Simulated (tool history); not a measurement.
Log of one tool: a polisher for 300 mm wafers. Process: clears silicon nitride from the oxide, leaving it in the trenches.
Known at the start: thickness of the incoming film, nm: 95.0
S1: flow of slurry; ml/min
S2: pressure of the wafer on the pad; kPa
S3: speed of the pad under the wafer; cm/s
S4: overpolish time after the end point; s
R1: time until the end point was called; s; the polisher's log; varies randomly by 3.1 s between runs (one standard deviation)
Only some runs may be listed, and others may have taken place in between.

run	hour	S1	S2	S3	S4	R1
1	0	175	22.8	88	14	129.8
2	4.7	175	22.1	88	14	129.15
3	10.6	175	22.1	88	14	129.65
4	13.6	175	21.4	88	14	136.52
5	18.1	175	21.4	88	14	133.03
6	25.3	150	21.4	88	14	136.72
7	32.7	150	20.7	88	14	139.81

The next listed run, before its measurement:
8	40.8	150	20	88	14	?

R1: 145.22 s
